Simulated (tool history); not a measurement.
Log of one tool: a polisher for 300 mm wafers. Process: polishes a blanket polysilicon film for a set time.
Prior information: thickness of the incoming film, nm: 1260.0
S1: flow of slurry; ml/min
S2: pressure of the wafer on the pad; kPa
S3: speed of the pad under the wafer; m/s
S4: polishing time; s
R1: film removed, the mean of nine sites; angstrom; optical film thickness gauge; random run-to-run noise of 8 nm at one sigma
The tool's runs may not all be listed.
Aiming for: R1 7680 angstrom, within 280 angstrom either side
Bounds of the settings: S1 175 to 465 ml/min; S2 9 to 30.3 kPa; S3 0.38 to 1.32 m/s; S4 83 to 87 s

{"run": 1, "hour": 0.0, "S1": 295, "S2": 19.3, "S3": 0.84, "S4": 83, "R1": 5535.6}
{"run": 2, "hour": 5.4, "S1": 295, "S2": 21.4, "S3": 0.84, "S4": 83, "R1": 5847.8}
{"run": 3, "hour": 6.8, "S1": 295, "S2": 21.4, "S3": 0.84, "S4": 87, "R1": 6081.5}
{"run": 4, "hour": 15.2, "S1": 295, "S2": 23.4, "S3": 0.84, "S4": 87, "R1": 6614.7}
{"run": 5, "hour": 23.3, "S1": 295, "S2": 18.6, "S3": 0.84, "S4": 87, "R1": 5648}
{"run": 6, "hour": 28.3, "S1": 295, "S2": 21.4, "S3": 0.84, "S4": 87, "R1": 6250.5}
{"run": 7, "hour": 34.4, "S1": 295, "S2": 23.4, "S3": 0.84, "S4": 87, "R1": 6582.1}
{"run": 8, "hour": 40.3, "S1": 295, "S2": 24.8, "S3": 0.84, "S4": 87, "R1": 6715.2}

5 next moves are on the table. One of them brings every result within its allowed miss. Which?
{"run": "A", "hour": 46.2, "S1": 305, "S2": 26.9, "S3": 0.98, "S4": 87, "R1": "?"}
{"run": "B", "hour": 46.2, "S1": 275, "S2": 24.1, "S3": 0.76, "S4": 84, "R1": "?"}
{"run": "C", "hour": 46.2, "S1": 235, "S2": 22.8, "S3": 1.12, "S4": 87, "R1": "?"}
{"run": "D", "hour": 46.2, "S1": 350, "S2": 30.3, "S3": 0.84, "S4": 84, "R1": "?"}
{"run": "E", "hour": 46.2, "S1": 300, "S2": 20, "S3": 0.78, "S4": 83, "R1": "?"}

move=A R1=8382.9
move=B R1=5795.6
move=C R1=8247.1
move=D R1=7703.8
move=E R1=5218
A: takes the biggest miss from the last run beyond its target
B: the biggest miss grows against the last run
C: takes the biggest miss from the last run beyond its target
D: in spec on every target
E: the biggest miss grows against the last run
D is the move that brings every result within its allowed miss.
